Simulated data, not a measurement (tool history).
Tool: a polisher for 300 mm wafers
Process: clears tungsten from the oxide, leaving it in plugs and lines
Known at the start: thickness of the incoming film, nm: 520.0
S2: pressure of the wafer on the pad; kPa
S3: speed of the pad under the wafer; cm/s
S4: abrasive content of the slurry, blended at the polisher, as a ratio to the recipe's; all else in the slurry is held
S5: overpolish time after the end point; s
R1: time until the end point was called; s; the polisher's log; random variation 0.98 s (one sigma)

run 1 hour=0 | flow_of_slurry_(ml/min)=125 S2=23.4 S3=98 S4=1 S5=13 | R1=156.62
run 2 hour=7.4 | flow_of_slurry_(ml/min)=130 S2=24.8 S3=98 S4=1 S5=13 | R1=147.27
run 3 hour=14.6 | flow_of_slurry_(ml/min)=130 S2=24.8 S3=98 S4=1 S5=10 | R1=151.77
run 4 hour=19.4 | flow_of_slurry_(ml/min)=130 S2=26.2 S3=98 S4=1 S5=10 | R1=141.78
run 5 hour=26.4 | flow_of_slurry_(ml/min)=130 S2=26.2 S3=98 S4=1 S5=10 | R1=140.67
run 6 hour=35.1 | flow_of_slurry_(ml/min)=130 S2=26.2 S3=98 S4=1.1 S5=10 | R1=136.21
run 7 hour=35.8 | flow_of_slurry_(ml/min)=130 S2=27.6 S3=98 S4=1.1 S5=10 | R1=129.31
-- hour=43.9 head pressure recalibrated
run 8 hour=43.9 | flow_of_slurry_(ml/min)=130 S2=28.3 S3=98 S4=1.1 S5=10 | R1=119.85
run 9 hour=48.8 | flow_of_slurry_(ml/min)=130 S2=29 S3=98 S4=1.1 S5=10 | R1=115.91

The next listed run, before its measurement:
run 10 hour=57.6 | flow_of_slurry_(ml/min)=130 S2=29.6 S3=98 S4=1.1 S5=10 | R1=?

Run 10 gave R1 114.13 s.
